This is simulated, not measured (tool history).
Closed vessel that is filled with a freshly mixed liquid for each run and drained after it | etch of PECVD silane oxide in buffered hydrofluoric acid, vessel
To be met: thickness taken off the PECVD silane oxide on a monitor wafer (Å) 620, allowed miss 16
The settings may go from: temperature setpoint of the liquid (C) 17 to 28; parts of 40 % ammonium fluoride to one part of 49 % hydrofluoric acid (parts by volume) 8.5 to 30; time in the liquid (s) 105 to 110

| run | hour | temperature setpoint of the liquid (C) | parts of 40 % ammonium fluoride to one part of 49 % hydrofluoric acid (parts by volume) | time in the liquid (s) | thickness taken off the PECVD silane oxide on a monitor wafer (Å) |
|---|---|---|---|---|---|
| 1 | 0 | 20 | 23 | 105 | 915.15 |
| 2 | 1.1 | 20 | 23 | 110 | 970.28 |
| 3 | 5.6 | 19.5 | 25 | 110 | 878.41 |
| 4 | 13.3 | 19.5 | 20 | 110 | 1042.8 |
|  | 17.8 | thermometer replaced |
| 5 | 17.8 | 19.5 | 24 | 110 | 788.34 |
| 6 | 25.3 | 19 | 24 | 110 | 774.68 |
| 7 | 33.3 | 18.5 | 24 | 110 | 747.83 |
| 8 | 36.4 | 18 | 24 | 110 | 741.49 |
| 9 | 40.8 | 18 | 24.5 | 110 | 720.96 |
| 10 | 46.9 | 17.5 | 25 | 110 | 699.43 |

Which of these 4 next moves meets every target?
| A | 53 | 19.5 | 23 | 110 | ? |
| B | 53 | 17.5 | 29.5 | 110 | ? |
| C | 53 | 20.5 | 28 | 110 | ? |
| D | 53 | 20.5 | 24.5 | 110 | ? |

| move | thickness taken off the PECVD silane oxide on a monitor wafer (Å) |
|---|---|
| A | 821.57 |
| B | 617.24 |
| C | 758.63 |
| D | 831.97 |
A: further off than the last run
B: meets every target
C: further off than the last run
D: further off than the last run
Answer: B

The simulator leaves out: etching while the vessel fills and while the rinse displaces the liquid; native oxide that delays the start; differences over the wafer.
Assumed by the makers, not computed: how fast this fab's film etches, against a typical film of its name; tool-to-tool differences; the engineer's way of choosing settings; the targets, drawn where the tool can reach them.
